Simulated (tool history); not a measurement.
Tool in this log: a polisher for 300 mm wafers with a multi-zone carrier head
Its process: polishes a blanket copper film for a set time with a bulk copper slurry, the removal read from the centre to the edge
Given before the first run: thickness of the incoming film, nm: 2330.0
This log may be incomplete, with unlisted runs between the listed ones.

run	hour	flow of slurry (ml/min)	pressure of the head's centre zone	pressure of the head's middle zone	pressure of the head's edge zone	abrasive content of the slurry	polishing time (s)	film removed at the wafer's centre (Å)	film removed at mid-radius (Å)	film removed at the wafer's edge (Å)
1	0.0	155	1.00	1.00	1.00	1.00	81	6963.7	7224.2	7468.3
2	1.4	165	1.01	1.00	1.05	1.15	85	7602.9	7913.7	8102.8
3	7.3	165	1.01	0.97	1.08	1.25	91	8442.9	8424.7	8992.5
4	10.0	165	1.01	0.97	1.15	1.25	91	8351.0	8433.7	9243.8
5	13.4	165	1.01	1.00	1.15	1.25	91	8196.3	8550.5	9297.5
# hour 17.4: centre zone pressure recalibrated
6	17.4	165	1.01	1.00	1.18	1.25	91	8975.2	8420.6	9341.8
7	20.9	175	1.00	0.98	1.18	1.35	93	9336.2	8852.1	9736.1

Expected results for the next run?
8	24.0	165	0.99	0.97	1.18	1.40	96	?	?	?

film removed at the wafer's centre (Å): 9357.2
film removed at mid-radius (Å): 9050.3
film removed at the wafer's edge (Å): 9938.0
